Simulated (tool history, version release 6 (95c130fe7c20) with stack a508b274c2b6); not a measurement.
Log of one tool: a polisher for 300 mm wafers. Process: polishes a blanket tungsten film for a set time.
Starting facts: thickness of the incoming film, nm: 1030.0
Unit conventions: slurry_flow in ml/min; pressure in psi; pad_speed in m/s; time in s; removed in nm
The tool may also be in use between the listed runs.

| run | hour | slurry_flow | pressure | pad_speed | slurry_solids | time | removed |
|---|---|---|---|---|---|---|---|
| 1 | 0 | 310 | 3.8 | 1.3 | 1 | 43 | 232.67 |
| 2 | 6.3 | 310 | 3.8 | 1.5 | 1 | 43 | 265.39 |
| 3 | 9.9 | 310 | 3.5 | 1.42 | 1 | 43 | 235.09 |
| 4 | 15 | 310 | 3.2 | 1.36 | 1 | 43 | 206.57 |
| 5 | 16.6 | 310 | 3 | 1.3 | 1 | 43 | 184.72 |
| 6 | 20.4 | 310 | 2.8 | 1.26 | 1 | 43 | 168.05 |
| 7 | 27.6 | 310 | 2.6 | 1.24 | 1 | 43 | 154.37 |
| 8 | 31.7 | 310 | 2.5 | 1.22 | 1 | 43 | 146.77 |
| 9 | 34.2 | 310 | 2.4 | 1.2 | 1 | 43 | 139.69 |
| 10 | 41 | 310 | 2.3 | 1.2 | 1 | 43 | 132.67 |
| 11 | 42.1 | 310 | 2.2 | 1.2 | 1 | 43 | 127.95 |

For run 12, what comes out?
| 12 | 44.1 | 310 | 2.1 | 1.2 | 1 | 43 | ? |

removed: 121.96 nm

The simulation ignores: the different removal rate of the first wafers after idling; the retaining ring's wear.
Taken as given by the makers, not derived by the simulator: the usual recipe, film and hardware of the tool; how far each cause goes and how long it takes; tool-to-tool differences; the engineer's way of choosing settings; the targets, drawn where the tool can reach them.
